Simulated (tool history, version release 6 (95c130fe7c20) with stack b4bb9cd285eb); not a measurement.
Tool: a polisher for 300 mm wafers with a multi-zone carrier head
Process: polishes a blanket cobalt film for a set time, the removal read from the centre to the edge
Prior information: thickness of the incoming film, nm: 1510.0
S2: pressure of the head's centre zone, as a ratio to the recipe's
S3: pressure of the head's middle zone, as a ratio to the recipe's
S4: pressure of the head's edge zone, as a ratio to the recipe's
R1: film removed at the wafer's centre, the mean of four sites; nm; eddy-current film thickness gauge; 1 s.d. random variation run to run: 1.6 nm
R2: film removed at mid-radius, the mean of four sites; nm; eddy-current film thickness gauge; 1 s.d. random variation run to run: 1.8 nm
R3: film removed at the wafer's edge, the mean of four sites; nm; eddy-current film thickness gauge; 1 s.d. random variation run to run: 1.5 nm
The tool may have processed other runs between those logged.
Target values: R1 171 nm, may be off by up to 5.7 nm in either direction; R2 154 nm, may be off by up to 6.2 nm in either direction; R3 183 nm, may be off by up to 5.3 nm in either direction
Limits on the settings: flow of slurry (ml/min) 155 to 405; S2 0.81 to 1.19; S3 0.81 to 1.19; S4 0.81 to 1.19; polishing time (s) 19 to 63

{"run": 1, "hour": 0.0, "flow of slurry (ml/min)": 260, "S2": 1, "S3": 1, "S4": 1, "polishing time (s)": 41, "R1": 133.97, "R2": 129.31, "R3": 135.55}
{"run": 2, "hour": 7.2, "flow of slurry (ml/min)": 260, "S2": 1, "S3": 0.94, "S4": 1, "polishing time (s)": 41, "R1": 133.94, "R2": 125.56, "R3": 135.29}
{"run": 3, "hour": 13.1, "flow of slurry (ml/min)": 205, "S2": 1, "S3": 0.94, "S4": 1, "polishing time (s)": 41, "R1": 129.06, "R2": 120.13, "R3": 131.59}
{"run": 4, "hour": 20.9, "flow of slurry (ml/min)": 205, "S2": 1, "S3": 0.94, "S4": 0.92, "polishing time (s)": 41, "R1": 128.32, "R2": 121.31, "R3": 125.93}
{"run": 5, "hour": 26.7, "flow of slurry (ml/min)": 215, "S2": 1, "S3": 0.94, "S4": 0.95, "polishing time (s)": 42, "R1": 132.15, "R2": 125.03, "R3": 131.62}
{"run": 6, "hour": 30.4, "flow of slurry (ml/min)": 215, "S2": 1.05, "S3": 0.94, "S4": 0.95, "polishing time (s)": 42, "R1": 139.19, "R2": 125.16, "R3": 133.24}
{"hour": 31.1, "done": "worn pad replaced by a new one"}
{"run": 7, "hour": 31.1, "flow of slurry (ml/min)": 220, "S2": 1.05, "S3": 0.94, "S4": 0.98, "polishing time (s)": 43, "R1": 156.86, "R2": 137.62, "R3": 153.88}
{"run": 8, "hour": 34.4, "flow of slurry (ml/min)": 220, "S2": 1.05, "S3": 0.96, "S4": 1, "polishing time (s)": 43, "R1": 159.89, "R2": 140.62, "R3": 153.43}

Which single option among these 4 for the next run brings every result within its allowed miss of target? Just one does.
{"run": "A", "hour": 37.7, "flow of slurry (ml/min)": 235, "S2": 1.04, "S3": 0.94, "S4": 1, "polishing time (s)": 47, "R1": "?", "R2": "?", "R3": "?"}
{"run": "B", "hour": 37.7, "flow of slurry (ml/min)": 195, "S2": 1.02, "S3": 0.91, "S4": 1.11, "polishing time (s)": 49, "R1": "?", "R2": "?", "R3": "?"}
{"run": "C", "hour": 37.7, "flow of slurry (ml/min)": 235, "S2": 1.04, "S3": 0.95, "S4": 1.08, "polishing time (s)": 46, "R1": "?", "R2": "?", "R3": "?"}
{"run": "D", "hour": 37.7, "flow of slurry (ml/min)": 260, "S2": 0.9, "S3": 1.04, "S4": 0.95, "polishing time (s)": 48, "R1": "?", "R2": "?", "R3": "?"}

move=A R1=173.2 R2=155.13 R3=168.7
move=B R1=171.41 R2=152.91 R3=181.27
move=C R1=169.53 R2=153.17 R3=171.41
move=D R1=155.26 R2=174.96 R3=169.6
A: an improvement on the last run, though not all results are within tolerance
B: every result within its allowed miss
C: an improvement on the last run, though not all results are within tolerance
D: an improvement on the last run, though not all results are within tolerance
Go with B: it meets all targets.

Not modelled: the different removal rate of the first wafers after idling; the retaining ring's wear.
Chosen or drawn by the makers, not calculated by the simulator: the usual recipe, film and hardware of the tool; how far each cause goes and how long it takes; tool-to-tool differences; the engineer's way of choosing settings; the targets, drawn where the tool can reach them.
